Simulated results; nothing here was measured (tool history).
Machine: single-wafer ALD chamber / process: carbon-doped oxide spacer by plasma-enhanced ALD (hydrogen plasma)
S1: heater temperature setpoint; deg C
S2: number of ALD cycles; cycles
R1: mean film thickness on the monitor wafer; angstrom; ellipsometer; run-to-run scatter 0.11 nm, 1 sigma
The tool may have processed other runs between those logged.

run,hour,S1,S2,R1
1,0.0,425,642,313.45
2,5.4,426,628,303.83
3,10.1,434,628,296.20
4,18.3,435,621,291.34
5,25.8,426,621,303.13
6,33.6,428,613,295.60
7,37.5,428,613,297.22

Run 8 has not been measured yet. What should we expect?
8,42.7,429,606,?

{"run 8": {"R1": 292.82}}
